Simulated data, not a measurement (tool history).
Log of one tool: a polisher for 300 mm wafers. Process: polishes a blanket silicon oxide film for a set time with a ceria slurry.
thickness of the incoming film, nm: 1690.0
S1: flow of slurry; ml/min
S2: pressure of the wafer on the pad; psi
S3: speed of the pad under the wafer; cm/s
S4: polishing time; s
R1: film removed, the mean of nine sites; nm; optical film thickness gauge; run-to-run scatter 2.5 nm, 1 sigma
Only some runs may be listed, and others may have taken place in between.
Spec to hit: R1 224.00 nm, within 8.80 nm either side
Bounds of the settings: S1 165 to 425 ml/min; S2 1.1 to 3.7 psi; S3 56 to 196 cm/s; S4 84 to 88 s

{"run": 1, "day": 0.0, "S1": 275, "S2": 2.4, "S3": 126, "S4": 84, "R1": 338.24}
{"run": 2, "day": 0.271, "S1": 240, "S2": 2.4, "S3": 126, "S4": 84, "R1": 335.52}
{"run": 3, "day": 0.45, "S1": 240, "S2": 2.1, "S3": 126, "S4": 84, "R1": 297.11}
{"run": 4, "day": 0.783, "S1": 240, "S2": 2.1, "S3": 126, "S4": 88, "R1": 323.68}
{"day": 0.908, "done": "slurry nozzle cleaned"}
{"run": 5, "day": 0.908, "S1": 240, "S2": 1.8, "S3": 124, "S4": 88, "R1": 292.25}
{"run": 6, "day": 1.075, "S1": 240, "S2": 1.8, "S3": 150, "S4": 88, "R1": 353.17}
{"run": 7, "day": 1.379, "S1": 240, "S2": 1.6, "S3": 142, "S4": 88, "R1": 314.28}
{"run": 8, "day": 1.512, "S1": 240, "S2": 1.4, "S3": 134, "S4": 88, "R1": 273.32}
{"run": 9, "day": 1.725, "S1": 240, "S2": 1.4, "S3": 134, "S4": 88, "R1": 275.73}

4 candidate next runs follow, results not yet known. Just one meets every target within its allowed miss. Identify it.
{"run": "A", "day": 1.938, "S1": 210, "S2": 1.1, "S3": 138, "S4": 88, "R1": "?"}
{"run": "B", "day": 1.938, "S1": 275, "S2": 1.3, "S3": 130, "S4": 84, "R1": "?"}
{"run": "C", "day": 1.938, "S1": 165, "S2": 1.3, "S3": 124, "S4": 84, "R1": "?"}
{"run": "D", "day": 1.938, "S1": 255, "S2": 1.5, "S3": 98, "S4": 84, "R1": "?"}

move=A R1=247.33
move=B R1=248.25
move=C R1=227.55
move=D R1=203.59
A: moves toward the targets from the last run without getting all of them in spec
B: moves toward the targets from the last run without getting all of them in spec
C: meets every target
D: the result that was furthest off in the last run now lies on the other side of its target
So the answer is move C, the one that meets all the targets.

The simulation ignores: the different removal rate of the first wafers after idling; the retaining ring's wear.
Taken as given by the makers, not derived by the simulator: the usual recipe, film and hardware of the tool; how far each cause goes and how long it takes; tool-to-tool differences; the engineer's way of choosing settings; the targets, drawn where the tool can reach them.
